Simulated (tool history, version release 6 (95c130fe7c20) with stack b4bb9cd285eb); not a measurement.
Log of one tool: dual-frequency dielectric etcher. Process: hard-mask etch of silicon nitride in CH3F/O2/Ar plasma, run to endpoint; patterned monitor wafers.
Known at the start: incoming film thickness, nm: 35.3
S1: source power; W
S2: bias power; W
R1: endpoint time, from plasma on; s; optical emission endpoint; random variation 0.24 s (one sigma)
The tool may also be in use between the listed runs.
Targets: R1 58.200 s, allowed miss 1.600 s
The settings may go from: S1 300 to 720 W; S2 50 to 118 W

| run | day | S1 | S2 | R1 |
|---|---|---|---|---|
| 1 | 0.000 | 510 | 84 | 49.429 |
| 2 | 0.029 | 490 | 83 | 50.583 |
| 3 | 0.271 | 430 | 83 | 54.165 |
| 4 | 0.571 | 420 | 83 | 54.824 |
| 5 | 0.658 | 420 | 89 | 53.961 |
| 6 | 0.758 | 490 | 89 | 49.541 |
| 7 | 1.004 | 480 | 88 | 50.111 |
|  | 1.112 | source power generator calibrated |
| 8 | 1.112 | 470 | 88 | 49.832 |
| 9 | 1.288 | 460 | 88 | 50.286 |
| 10 | 1.354 | 460 | 88 | 50.181 |
| 11 | 1.508 | 450 | 88 | 50.650 |
| 12 | 1.804 | 440 | 88 | 51.370 |
| 13 | 2.162 | 430 | 88 | 52.301 |
| 14 | 2.250 | 330 | 82 | 63.372 |
| 15 | 2.379 | 390 | 83 | 56.315 |

5 next moves are on the table. One of them brings every result within its allowed miss. Which?
| A | 2.508 | 360 | 78 | ? |
| B | 2.508 | 390 | 74 | ? |
| C | 2.508 | 370 | 72 | ? |
| D | 2.508 | 370 | 74 | ? |
| E | 2.508 | 380 | 65 | ? |

| move | R1 |
|---|---|
| A | 60.445 |
| B | 58.769 |
| C | 61.271 |
| D | 60.643 |
| E | 62.627 |
A: takes the result that was furthest off past its target
B: meets every target
C: takes the result that was furthest off past its target
D: takes the result that was furthest off past its target
E: takes the result that was furthest off past its target
The right move is B.

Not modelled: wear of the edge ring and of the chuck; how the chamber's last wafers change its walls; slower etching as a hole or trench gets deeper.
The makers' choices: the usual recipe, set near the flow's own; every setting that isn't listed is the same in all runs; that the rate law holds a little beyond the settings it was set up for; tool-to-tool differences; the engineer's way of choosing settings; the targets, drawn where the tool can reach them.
